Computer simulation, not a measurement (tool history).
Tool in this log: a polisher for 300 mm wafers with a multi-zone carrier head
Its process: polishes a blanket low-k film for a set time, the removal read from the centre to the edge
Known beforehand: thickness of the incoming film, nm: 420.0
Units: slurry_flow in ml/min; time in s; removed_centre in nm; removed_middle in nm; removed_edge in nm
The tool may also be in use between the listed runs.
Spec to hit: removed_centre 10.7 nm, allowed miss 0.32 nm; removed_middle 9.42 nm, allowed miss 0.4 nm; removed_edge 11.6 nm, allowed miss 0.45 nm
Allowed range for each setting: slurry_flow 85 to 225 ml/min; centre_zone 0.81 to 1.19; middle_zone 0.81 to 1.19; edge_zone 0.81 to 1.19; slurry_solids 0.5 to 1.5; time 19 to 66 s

Run 1, hour 0: slurry_flow 145 ml/min, centre_zone 1, middle_zone 1, edge_zone 1, slurry_solids 1, time 42 s. Result: removed_centre 21.189 nm, removed_middle 21.186 nm, removed_edge 20.962 nm.
Run 2, hour 2.5: slurry_flow 130 ml/min, centre_zone 0.99, middle_zone 0.94, edge_zone 1.01, slurry_solids 0.85, time 38 s. Result: removed_centre 16.499 nm, removed_middle 15.912 nm, removed_edge 17.155 nm.
Run 3, hour 11.3: slurry_flow 130 ml/min, centre_zone 0.99, middle_zone 0.94, edge_zone 1.01, slurry_solids 0.85, time 46 s. Result: removed_centre 20.076 nm, removed_middle 19.051 nm, removed_edge 20.351 nm.
Run 4, hour 15.9: slurry_flow 115 ml/min, centre_zone 0.99, middle_zone 0.94, edge_zone 1.01, slurry_solids 0.85, time 46 s. Result: removed_centre 19.334 nm, removed_middle 18.649 nm, removed_edge 19.864 nm.
Run 5, hour 23.3: slurry_flow 115 ml/min, centre_zone 0.92, middle_zone 0.94, edge_zone 1.01, slurry_solids 0.85, time 46 s. Result: removed_centre 18.088 nm, removed_middle 18.29 nm, removed_edge 19.769 nm.
Run 6, hour 26.7: slurry_flow 115 ml/min, centre_zone 0.92, middle_zone 0.94, edge_zone 1.01, slurry_solids 0.85, time 54 s. Result: removed_centre 21.375 nm, removed_middle 21.8 nm, removed_edge 23.438 nm.
Run 7, hour 34.2: slurry_flow 110 ml/min, centre_zone 0.93, middle_zone 0.9, edge_zone 1, slurry_solids 0.75, time 48 s. Result: removed_centre 16.768 nm, removed_middle 16.652 nm, removed_edge 18.283 nm.
Run 8, hour 42.9: slurry_flow 105 ml/min, centre_zone 0.95, middle_zone 0.87, edge_zone 1.02, slurry_solids 0.7, time 44 s. Result: removed_centre 14.291 nm, removed_middle 13.622 nm, removed_edge 15.368 nm.
Run 9, hour 48.3: slurry_flow 100 ml/min, centre_zone 0.96, middle_zone 0.85, edge_zone 1.05, slurry_solids 0.65, time 43 s. Result: removed_centre 12.635 nm, removed_middle 11.415 nm, removed_edge 13.85 nm.
Run 10, hour 56.1: slurry_flow 100 ml/min, centre_zone 0.96, middle_zone 0.84, edge_zone 1.05, slurry_solids 0.6, time 43 s. Result: removed_centre 11.306 nm, removed_middle 10.104 nm, removed_edge 12.828 nm.
Run 11, hour 63.9: slurry_flow 95 ml/min, centre_zone 0.97, middle_zone 0.84, edge_zone 1.04, slurry_solids 0.6, time 43 s. Result: removed_centre 11.01 nm, removed_middle 9.8771 nm, removed_edge 12.327 nm.
Run 12, hour 64.4: slurry_flow 90 ml/min, centre_zone 0.98, middle_zone 0.84, edge_zone 1.03, slurry_solids 0.6, time 43 s. Result: removed_centre 11.035 nm, removed_middle 9.9016 nm, removed_edge 12.181 nm.
Run 13, hour 70.6: slurry_flow 90 ml/min, centre_zone 0.99, middle_zone 0.84, edge_zone 1.03, slurry_solids 0.6, time 43 s. Result: removed_centre 10.986 nm, removed_middle 9.7747 nm, removed_edge 12.103 nm.
Run 14, hour 74: slurry_flow 90 ml/min, centre_zone 1, middle_zone 0.84, edge_zone 1.03, slurry_solids 0.6, time 43 s. Result: removed_centre 11.259 nm, removed_middle 9.9006 nm, removed_edge 12.115 nm.
Run 15, hour 79.5: slurry_flow 90 ml/min, centre_zone 1, middle_zone 0.83, edge_zone 1.03, slurry_solids 0.6, time 43 s. Result: removed_centre 11.283 nm, removed_middle 9.7652 nm, removed_edge 12.121 nm.
Run 16, hour 83.2: slurry_flow 90 ml/min, centre_zone 1, middle_zone 0.83, edge_zone 1.02, slurry_solids 0.6, time 43 s. Result: removed_centre 11.029 nm, removed_middle 9.7505 nm, removed_edge 11.959 nm.

4 next moves are on the table. One of them brings every result within its allowed miss. Which?
Run A, hour 86.9: slurry_flow 85 ml/min, centre_zone 0.97, middle_zone 0.81, edge_zone 0.97, slurry_solids 0.75, time 33 s. Result: removed_centre ?, removed_middle ?, removed_edge ?.
Run B, hour 86.9: slurry_flow 100 ml/min, centre_zone 1.1, middle_zone 0.81, edge_zone 0.99, slurry_solids 0.6, time 39 s. Result: removed_centre ?, removed_middle ?, removed_edge ?.
Run C, hour 86.9: slurry_flow 90 ml/min, centre_zone 0.97, middle_zone 0.88, edge_zone 0.96, slurry_solids 0.7, time 37 s. Result: removed_centre ?, removed_middle ?, removed_edge ?.
Run D, hour 86.9: slurry_flow 100 ml/min, centre_zone 1.06, middle_zone 0.81, edge_zone 1.14, slurry_solids 0.55, time 47 s. Result: removed_centre ?, removed_middle ?, removed_edge ?.

move  removed_centre  removed_middle  removed_edge
   A          10.835          9.5019        11.814
   B          11.667          9.0845        11.178
   C          11.597          10.839        12.418
   D          11.833           9.514        12.558
A: hits every target within its allowed miss
B: misses by more than the last run did
C: misses by more than the last run did
D: misses by more than the last run did
So the answer is move A, the one that meets all the targets.
